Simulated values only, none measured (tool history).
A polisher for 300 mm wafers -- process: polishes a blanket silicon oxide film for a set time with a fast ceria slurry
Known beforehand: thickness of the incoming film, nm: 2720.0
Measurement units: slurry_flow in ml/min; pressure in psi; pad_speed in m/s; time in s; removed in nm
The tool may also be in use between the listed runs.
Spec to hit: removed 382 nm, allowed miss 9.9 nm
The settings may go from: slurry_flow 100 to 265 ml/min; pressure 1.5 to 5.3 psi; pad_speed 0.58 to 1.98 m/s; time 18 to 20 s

run   hour  slurry_flow  pressure  pad_speed  time  removed
  1      0          170       3.4       1.28    20   412.77
  2    7.5          170       3.4       1.44    20   463.12
  3   12.1          170       3.4       1.22    20   394.84
  4   17.5          170       3.4       1.22    18   354.58
  5   18.3          125       3.4       1.22    18   332.32
  6   25.4          140       3.4       1.22    18   341.73
  7   30.6          150       3.4       1.22    18   345.32
  8   34.5          160       3.4       1.22    18   353.34
  9   43.3          170       3.4       1.22    18   354.82
 10   48.5          180       3.4       1.22    18   363.53
 11   55.8          185       3.4       1.22    18    359.4
 12   58.8          190       3.4       1.22    18   367.15
 13   64.1          195       3.4       1.22    18   368.94
 14   64.9          200       3.4       1.22    18   366.24
 15   72.8          205       3.4       1.22    18   365.03
 16   77.1          210       3.4       1.22    18   369.77
 17   83.3          215       3.4       1.22    18   370.81
      85.5  -- head pressure recalibrated
 18   85.5          220       3.4       1.22    18   402.39
 19   94.2          215       3.4       1.22    18   396.83
 20   96.2          210       3.4       1.22    18   396.27
 21  102.5          205       3.4       1.22    18   399.38
 22  103.1          200       3.4       1.22    18   398.93
 23  105.5          195       3.4       1.22    18   398.31
 24  107.5          190       3.4       1.22    18   394.29

5 candidate next runs follow, results not yet known. Just one meets every target within its allowed miss. Identify it.
  A  109.5          210       3.9        1.1    18        ?
  B  109.5          225       3.7       1.04    20        ?
  C  109.5          175       3.6       1.22    18        ?
  D  109.5          155       4.1       1.06    18        ?
  E  109.5          200       3.3       1.32    18        ?

move  removed
   A    396.2
   B   404.42
   C   402.21
   D   379.47
   E   415.39
A: moves away from the targets compared with the last run
B: moves away from the targets compared with the last run
C: moves away from the targets compared with the last run
D: in spec on every target
E: moves away from the targets compared with the last run
Go with D: it meets all targets.
